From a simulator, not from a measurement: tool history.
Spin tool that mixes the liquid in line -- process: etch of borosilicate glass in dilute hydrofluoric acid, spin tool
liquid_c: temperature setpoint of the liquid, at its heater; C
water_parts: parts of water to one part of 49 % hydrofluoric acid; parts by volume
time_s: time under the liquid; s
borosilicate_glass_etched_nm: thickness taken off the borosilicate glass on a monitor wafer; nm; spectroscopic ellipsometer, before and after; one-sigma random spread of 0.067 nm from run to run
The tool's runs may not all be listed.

run	hour	liquid_c	water_parts	time_s	borosilicate_glass_etched_nm
1	0.0	24.0	235	20	2.3232
2	2.9	26.0	195	20	3.1659
3	7.3	27.5	165	20	4.1061
4	8.0	31.0	165	20	4.6682
5	15.8	29.0	165	20	4.3027
6	20.6	26.0	165	20	3.8685
7	25.9	27.5	145	20	4.7242
8	31.0	28.5	130	20	5.6343
9	32.2	32.0	105	20	8.2286

Run 10 comes next. What will it give?
10	38.0	31.5	105	20	?

Run 10 gave borosilicate_glass_etched_nm 7.9634 nm.
